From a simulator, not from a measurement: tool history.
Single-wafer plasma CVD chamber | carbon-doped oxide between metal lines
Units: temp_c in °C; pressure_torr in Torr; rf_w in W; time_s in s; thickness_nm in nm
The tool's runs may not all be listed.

{"run": 1, "hour": 0.0, "temp_c": 335, "pressure_torr": 5.76, "rf_w": 440, "time_s": 13.7, "thickness_nm": 68.34}
{"run": 2, "hour": 8.0, "temp_c": 335, "pressure_torr": 5.76, "rf_w": 400, "time_s": 13.7, "thickness_nm": 64.179}
{"run": 3, "hour": 11.6, "temp_c": 335, "pressure_torr": 5.76, "rf_w": 400, "time_s": 13.7, "thickness_nm": 63.841}
{"run": 4, "hour": 16.1, "temp_c": 336, "pressure_torr": 5.68, "rf_w": 395, "time_s": 13.7, "thickness_nm": 63.038}
{"run": 5, "hour": 21.8, "temp_c": 341, "pressure_torr": 5.68, "rf_w": 395, "time_s": 13.7, "thickness_nm": 61.794}
{"run": 6, "hour": 22.9, "temp_c": 341, "pressure_torr": 5.68, "rf_w": 440, "time_s": 13.7, "thickness_nm": 66.436}
{"run": 7, "hour": 29.6, "temp_c": 342, "pressure_torr": 5.6, "rf_w": 435, "time_s": 13.7, "thickness_nm": 65.597}
{"run": 8, "hour": 34.3, "temp_c": 343, "pressure_torr": 5.53, "rf_w": 430, "time_s": 13.7, "thickness_nm": 65.164}

Forecast run 9:
{"run": 9, "hour": 41.0, "temp_c": 344, "pressure_torr": 5.5, "rf_w": 425, "time_s": 13.7, "thickness_nm": "?"}

thickness_nm: 64.554 nm

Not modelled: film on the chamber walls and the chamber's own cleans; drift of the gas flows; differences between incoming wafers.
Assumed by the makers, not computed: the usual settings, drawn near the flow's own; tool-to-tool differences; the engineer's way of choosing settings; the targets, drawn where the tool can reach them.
